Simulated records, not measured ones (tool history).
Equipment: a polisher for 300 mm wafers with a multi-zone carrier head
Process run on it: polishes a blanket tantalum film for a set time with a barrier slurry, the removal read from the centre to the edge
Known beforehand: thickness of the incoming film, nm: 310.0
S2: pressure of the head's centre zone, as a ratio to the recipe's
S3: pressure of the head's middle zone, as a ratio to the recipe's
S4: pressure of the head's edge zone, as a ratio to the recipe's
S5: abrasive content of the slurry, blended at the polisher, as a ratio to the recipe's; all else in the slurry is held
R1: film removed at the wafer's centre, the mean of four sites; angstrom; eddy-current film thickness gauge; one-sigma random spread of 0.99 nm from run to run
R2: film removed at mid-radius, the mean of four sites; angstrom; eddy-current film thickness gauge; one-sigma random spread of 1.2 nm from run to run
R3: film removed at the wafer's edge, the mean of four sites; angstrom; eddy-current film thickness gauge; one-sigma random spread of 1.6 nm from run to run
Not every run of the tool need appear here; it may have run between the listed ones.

run 1 hour=0.0 | flow_of_slurry_(ml/min)=160 S2=1.00 S3=1.00 S4=1.00 S5=1.00 polishing_time_(s)=49 | R1=1195.4 R2=1205.6 R3=1176.7
run 2 hour=2.4 | flow_of_slurry_(ml/min)=175 S2=1.00 S3=1.04 S4=1.05 S5=1.05 polishing_time_(s)=49 | R1=1219.4 R2=1286.2 R3=1229.5
run 3 hour=4.2 | flow_of_slurry_(ml/min)=175 S2=1.00 S3=1.04 S4=1.05 S5=1.05 polishing_time_(s)=42 | R1=1058.8 R2=1080.9 R3=1041.9
run 4 hour=7.4 | flow_of_slurry_(ml/min)=180 S2=1.00 S3=1.07 S4=1.08 S5=1.20 polishing_time_(s)=44 | R1=1148.7 R2=1230.1 R3=1161.2
run 5 hour=10.8 | flow_of_slurry_(ml/min)=190 S2=1.00 S3=1.09 S4=1.11 S5=1.30 polishing_time_(s)=45 | R1=1192.7 R2=1304.5 R3=1229.4
run 6 hour=12.9 | flow_of_slurry_(ml/min)=195 S2=1.00 S3=1.11 S4=1.13 S5=1.35 polishing_time_(s)=46 | R1=1234.7 R2=1382.0 R3=1271.6
run 7 hour=20.0 | flow_of_slurry_(ml/min)=200 S2=1.00 S3=1.12 S4=1.14 S5=1.40 polishing_time_(s)=47 | R1=1294.6 R2=1428.5 R3=1313.0

For run 8, what comes out?
run 8 hour=26.3 | flow_of_slurry_(ml/min)=205 S2=0.99 S3=1.13 S4=1.15 S5=1.45 polishing_time_(s)=48 | R1=? R2=? R3=?

R1: 1303.4 angstrom
R2: 1484.0 angstrom
R3: 1356.5 angstrom
